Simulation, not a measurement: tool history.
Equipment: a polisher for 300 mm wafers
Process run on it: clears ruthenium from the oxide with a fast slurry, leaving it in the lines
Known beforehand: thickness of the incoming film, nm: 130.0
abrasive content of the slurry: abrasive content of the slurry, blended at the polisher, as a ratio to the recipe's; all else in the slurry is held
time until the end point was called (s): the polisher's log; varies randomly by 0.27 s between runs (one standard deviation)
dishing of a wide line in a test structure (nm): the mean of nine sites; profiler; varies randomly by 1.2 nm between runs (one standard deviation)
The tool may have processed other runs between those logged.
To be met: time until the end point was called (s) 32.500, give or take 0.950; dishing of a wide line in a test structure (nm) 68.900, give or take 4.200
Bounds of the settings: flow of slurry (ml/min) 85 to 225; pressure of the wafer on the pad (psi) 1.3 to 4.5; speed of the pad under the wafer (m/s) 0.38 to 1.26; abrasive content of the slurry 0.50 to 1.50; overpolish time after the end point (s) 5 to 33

run,day,flow of slurry (ml/min),pressure of the wafer on the pad (psi),speed of the pad under the wafer (m/s),abrasive content of the slurry,overpolish time after the end point (s),time until the end point was called (s),dishing of a wide line in a test structure (nm)
1,0.000,145,2.9,0.82,1.00,17,29.633,48.655
2,0.321,145,3.5,0.82,1.00,17,24.629,57.820
3,0.417,140,3.4,0.82,1.00,18,25.587,59.582
4,0.617,165,3.4,0.82,1.00,18,24.962,60.575
5,0.862,165,3.4,0.82,0.90,18,25.492,58.716
6,0.904,160,3.3,0.82,0.90,19,26.532,58.787
7,1.071,155,3.2,0.82,0.90,20,27.578,61.231
8,1.167,150,3.1,0.82,0.90,21,28.446,60.294
9,1.192,120,2.7,0.80,0.90,29,34.385,64.994
10,1.362,125,2.7,0.80,0.90,29,34.555,66.742
11,1.554,130,2.7,0.80,0.90,29,34.551,70.589

Consider the 4 candidate settings below. Which is the only one whose results all fall within their allowed miss of target?
A,1.746,130,2.2,1.08,0.80,28,?,?
B,1.746,115,3.2,0.68,0.90,33,?,?
C,1.746,140,1.9,0.96,1.20,33,?,?
D,1.746,125,2.7,0.78,0.85,29,?,?

move,time until the end point was called (s),dishing of a wide line in a test structure (nm)
A,33.124,67.074
B,35.816,71.621
C,36.988,69.900
D,36.921,63.350
A: hits every target within its allowed miss
B: misses by more than the last run did
C: misses by more than the last run did
D: misses by more than the last run did
Answer: A
